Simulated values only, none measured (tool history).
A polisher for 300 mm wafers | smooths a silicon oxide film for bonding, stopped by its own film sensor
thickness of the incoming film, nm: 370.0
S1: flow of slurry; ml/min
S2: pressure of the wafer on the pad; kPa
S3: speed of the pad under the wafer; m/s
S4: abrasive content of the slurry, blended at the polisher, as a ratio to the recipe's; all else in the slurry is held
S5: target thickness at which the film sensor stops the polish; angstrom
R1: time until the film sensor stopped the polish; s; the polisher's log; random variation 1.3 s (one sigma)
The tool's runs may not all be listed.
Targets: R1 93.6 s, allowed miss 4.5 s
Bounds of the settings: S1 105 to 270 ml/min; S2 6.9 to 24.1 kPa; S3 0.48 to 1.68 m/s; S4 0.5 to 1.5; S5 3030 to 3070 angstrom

run	hour	S1	S2	S3	S4	S5	R1
1	0	175	15.2	1.08	1	3070	60.514
2	3.3	175	15.2	1.08	0.9	3070	64.178
3	10.7	175	18.6	1.08	0.9	3070	52.602
4	12.6	175	20.7	1.08	0.9	3070	47.184
5	14.3	175	16.5	1.08	0.9	3070	59.645
6	20.9	175	15.2	1.06	0.9	3070	65.947
7	26.3	175	13.8	1.06	0.9	3070	70.688
8	27.9	175	13.1	1.06	0.9	3070	74.289
9	32.3	175	12.4	1.06	0.9	3070	79.086
10	34	175	12.4	1.06	0.9	3070	78.507
11	41.1	175	11.7	1.06	0.9	3070	83.244
12	47.6	175	11	1.06	0.9	3070	87.673

Which of these 5 next moves meets every target?
A	54.1	190	10.3	0.94	0.95	3060	?
B	54.1	155	12.4	1.16	0.85	3050	?
C	54.1	135	12.4	1	0.9	3070	?
D	54.1	165	9	1.44	0.85	3030	?
E	54.1	185	12.4	0.92	0.95	3070	?

move	R1
A	100.77
B	77.834
C	84.701
D	91.383
E	84.98
A: takes the result that was furthest off past its target
B: further off than the last run
C: further off than the last run
D: meets every target
E: further off than the last run
The right move is D.

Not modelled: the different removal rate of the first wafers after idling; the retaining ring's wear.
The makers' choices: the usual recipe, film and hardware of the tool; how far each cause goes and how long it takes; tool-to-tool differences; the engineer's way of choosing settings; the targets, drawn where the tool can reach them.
